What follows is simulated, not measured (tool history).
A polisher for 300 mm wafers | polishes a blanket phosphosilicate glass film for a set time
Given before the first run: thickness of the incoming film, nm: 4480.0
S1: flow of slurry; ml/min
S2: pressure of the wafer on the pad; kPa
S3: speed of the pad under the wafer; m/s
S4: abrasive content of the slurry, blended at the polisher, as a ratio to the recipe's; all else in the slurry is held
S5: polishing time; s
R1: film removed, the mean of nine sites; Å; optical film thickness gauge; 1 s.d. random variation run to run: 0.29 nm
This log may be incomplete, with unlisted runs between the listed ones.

run,hour,S1,S2,S3,S4,S5,R1
1,0.0,150,20.0,0.78,1.0,21,1138.80
2,1.8,145,17.2,0.68,1.0,21,875.26
3,6.8,120,17.2,0.68,1.0,21,851.20
4,7.6,120,20.7,0.68,1.0,21,1021.70
5,12.0,115,17.2,0.62,1.0,21,795.30
6,15.1,150,17.2,0.62,1.0,21,833.43

Run 7 comes next. What will it give?
7,23.1,115,11.7,0.40,1.0,21,?

{"run 7": {"R1": 385.03}}
